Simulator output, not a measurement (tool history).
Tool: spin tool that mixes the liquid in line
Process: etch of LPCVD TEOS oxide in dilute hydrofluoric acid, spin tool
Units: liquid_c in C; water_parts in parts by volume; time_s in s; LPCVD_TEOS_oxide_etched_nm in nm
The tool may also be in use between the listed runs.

run	hour	liquid_c	water_parts	time_s	LPCVD_TEOS_oxide_etched_nm
1	0.0	25.0	85	75	45.618
2	7.6	25.0	85	80	49.175
3	9.1	23.5	85	80	45.784
4	14.1	23.5	110	80	34.498
5	20.4	24.5	110	80	36.010
6	29.3	23.5	110	80	34.514

Run 7, settings as shown, results not yet in. Your forecast:
7	32.0	24.5	110	80	?

Run 7 yielded LPCVD_TEOS_oxide_etched_nm 35.713 nm.
